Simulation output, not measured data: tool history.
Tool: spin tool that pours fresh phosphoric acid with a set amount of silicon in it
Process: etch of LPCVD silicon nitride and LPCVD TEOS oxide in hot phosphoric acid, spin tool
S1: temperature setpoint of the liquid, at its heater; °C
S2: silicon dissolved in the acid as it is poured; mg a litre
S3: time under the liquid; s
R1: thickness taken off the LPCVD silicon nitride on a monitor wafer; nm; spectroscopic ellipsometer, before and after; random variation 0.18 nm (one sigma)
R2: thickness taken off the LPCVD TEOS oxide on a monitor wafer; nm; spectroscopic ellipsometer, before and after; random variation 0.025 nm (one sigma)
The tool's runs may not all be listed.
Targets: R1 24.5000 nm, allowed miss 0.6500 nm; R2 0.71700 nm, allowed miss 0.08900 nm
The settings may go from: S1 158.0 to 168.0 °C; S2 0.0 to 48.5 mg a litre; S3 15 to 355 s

run	hour	S1	S2	S3	R1	R2
1	0.0	163.0	21.5	180	15.6930	0.81832
2	5.3	163.0	21.5	115	9.9564	0.50610
3	8.0	163.5	27.0	145	12.7870	0.57557
4	9.6	163.5	27.0	110	9.7545	0.42764
5	10.4	164.0	31.0	140	12.6490	0.49944
6	17.0	166.0	31.0	140	13.7040	0.59694
# hour 24.9: thermometer replaced
7	24.9	166.5	34.5	155	15.6490	0.62036
8	28.2	167.0	37.0	170	17.8020	0.59700
9	28.8	167.0	37.5	180	18.6070	0.62404
10	32.3	167.0	38.5	190	19.6060	0.66267
11	33.3	167.0	39.5	195	20.0600	0.62294
12	36.0	167.0	39.5	195	19.9660	0.62358
13	42.0	167.0	40.0	200	20.6860	0.57063
14	42.7	168.0	38.0	230	24.5440	0.85312

Which of these 5 next moves meets every target?
A	43.4	167.5	34.5	240	?	?
B	43.4	167.5	39.5	215	?	?
C	43.4	168.0	41.0	230	?	?
D	43.4	168.0	33.5	215	?	?
E	43.4	168.0	28.0	225	?	?

move	R1	R2
A	25.1860	1.06270
B	22.5630	0.71982
C	24.5310	0.72084
D	22.9310	1.03480
E	23.9980	1.36000
A: further off than the last run
B: brings the result that was furthest off to its target, and leaves another outside
C: meets every target
D: further off than the last run
E: further off than the last run
The right move is C.
